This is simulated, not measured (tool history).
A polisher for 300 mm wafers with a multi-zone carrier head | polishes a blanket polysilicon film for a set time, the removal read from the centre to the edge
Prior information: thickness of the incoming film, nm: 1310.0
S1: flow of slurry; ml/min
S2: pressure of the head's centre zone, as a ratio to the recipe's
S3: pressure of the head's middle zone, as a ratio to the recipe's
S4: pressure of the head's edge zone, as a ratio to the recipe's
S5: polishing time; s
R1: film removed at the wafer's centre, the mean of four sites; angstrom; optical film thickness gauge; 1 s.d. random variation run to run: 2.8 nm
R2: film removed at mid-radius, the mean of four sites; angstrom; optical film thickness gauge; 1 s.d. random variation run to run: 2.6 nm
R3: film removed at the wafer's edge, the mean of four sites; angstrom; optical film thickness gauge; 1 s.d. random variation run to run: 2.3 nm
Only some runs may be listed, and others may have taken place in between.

run,hour,S1,S2,S3,S4,S5,R1,R2,R3
1,0,245,1,1,1,65,4066.9,3839.7,3830.8
2,8.4,245,1,1,1,80,4834.3,4773.9,4667
3,15.2,245,1,1,0.98,74,4489.4,4446.2,4279.3
4,21.2,245,1,1,0.96,69,4237.8,4128.4,3930.4
5,29.7,245,1,0.99,0.94,65,4059.6,3874.2,3665.6
6,33,245,1,0.99,1,65,4039.4,3849.1,3788.3
7,38.7,245,0.99,0.98,0.98,61,3707.8,3576.1,3455.4
8,39.6,245,0.99,0.98,0.98,61,3650.5,3625.3,3591.5
9,47.2,245,1,0.98,0.96,57,3550.5,3325.5,3317
10,53.6,245,1,0.99,0.94,54,3305.9,3192.3,3061.5
11,59,245,1,0.99,0.93,52,3205.7,3108.3,2894.6

Estimate the outcome of run 12 from the log above:
12,64.8,240,1,0.98,0.92,51,?,?,?

Run 12 yielded R1 3157.4 angstrom, R2 3010.9 angstrom, R3 2841.8 angstrom.
